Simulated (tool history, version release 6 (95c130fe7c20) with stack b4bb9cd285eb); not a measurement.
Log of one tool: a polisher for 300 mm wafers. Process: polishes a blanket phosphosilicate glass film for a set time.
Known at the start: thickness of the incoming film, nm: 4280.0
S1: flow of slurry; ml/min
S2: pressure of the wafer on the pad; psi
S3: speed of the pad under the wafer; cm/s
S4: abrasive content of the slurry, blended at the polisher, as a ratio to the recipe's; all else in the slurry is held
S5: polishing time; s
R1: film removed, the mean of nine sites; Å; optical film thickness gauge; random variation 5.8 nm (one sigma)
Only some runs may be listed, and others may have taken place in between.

Run 1, day 0.000: S1 210 ml/min, S2 2.8 psi, S3 118 cm/s, S4 1.0, S5 51 s. Result: R1 4804.1 Å.
Run 2, day 0.079: S1 210 ml/min, S2 2.8 psi, S3 118 cm/s, S4 1.2, S5 51 s. Result: R1 5392.7 Å.
Run 3, day 0.312: S1 210 ml/min, S2 2.8 psi, S3 118 cm/s, S4 1.3, S5 51 s. Result: R1 5578.5 Å.
Run 4, day 0.562: S1 210 ml/min, S2 2.8 psi, S3 118 cm/s, S4 1.2, S5 51 s. Result: R1 5426.6 Å.
Run 5, day 0.846: S1 210 ml/min, S2 2.5 psi, S3 118 cm/s, S4 1.2, S5 51 s. Result: R1 5078.8 Å.
Run 6, day 0.962: S1 250 ml/min, S2 2.5 psi, S3 118 cm/s, S4 1.2, S5 51 s. Result: R1 5141.0 Å.
Run 7, day 1.029: S1 255 ml/min, S2 2.6 psi, S3 118 cm/s, S4 1.2, S5 51 s. Result: R1 5237.5 Å.
Run 8, day 1.404: S1 255 ml/min, S2 3.4 psi, S3 120 cm/s, S4 1.2, S5 51 s. Result: R1 6409.4 Å.
Run 9, day 1.662: S1 255 ml/min, S2 3.6 psi, S3 120 cm/s, S4 1.2, S5 51 s. Result: R1 6659.1 Å.

Run 10 comes next. What will it give?
Run 10, day 1.917: S1 255 ml/min, S2 3.7 psi, S3 120 cm/s, S4 1.2, S5 51 s. Result: R1 ?.

R1: 6734.9 Å
